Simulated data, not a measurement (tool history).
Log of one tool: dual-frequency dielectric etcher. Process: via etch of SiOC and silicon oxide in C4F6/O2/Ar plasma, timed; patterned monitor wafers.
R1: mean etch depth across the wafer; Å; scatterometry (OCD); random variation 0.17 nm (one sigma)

run 1 hour=0.0 | source_power_(kW)=0.260 bias_power_(kW)=0.222 etch_time_(s)=61.0 | R1=595.21
run 2 hour=8.6 | source_power_(kW)=0.230 bias_power_(kW)=0.214 etch_time_(s)=61.0 | R1=565.84
run 3 hour=15.0 | source_power_(kW)=0.270 bias_power_(kW)=0.214 etch_time_(s)=61.0 | R1=591.48
run 4 hour=20.8 | source_power_(kW)=0.270 bias_power_(kW)=0.214 etch_time_(s)=61.0 | R1=592.22
run 5 hour=26.9 | source_power_(kW)=0.270 bias_power_(kW)=0.192 etch_time_(s)=61.0 | R1=561.06
run 6 hour=28.5 | source_power_(kW)=0.240 bias_power_(kW)=0.190 etch_time_(s)=61.0 | R1=530.37
run 7 hour=32.7 | source_power_(kW)=0.230 bias_power_(kW)=0.189 etch_time_(s)=61.0 | R1=525.37

Predict the results of run 8:
run 8 hour=33.7 | source_power_(kW)=0.220 bias_power_(kW)=0.188 etch_time_(s)=61.0 | R1=?

R1: 518.44 Å
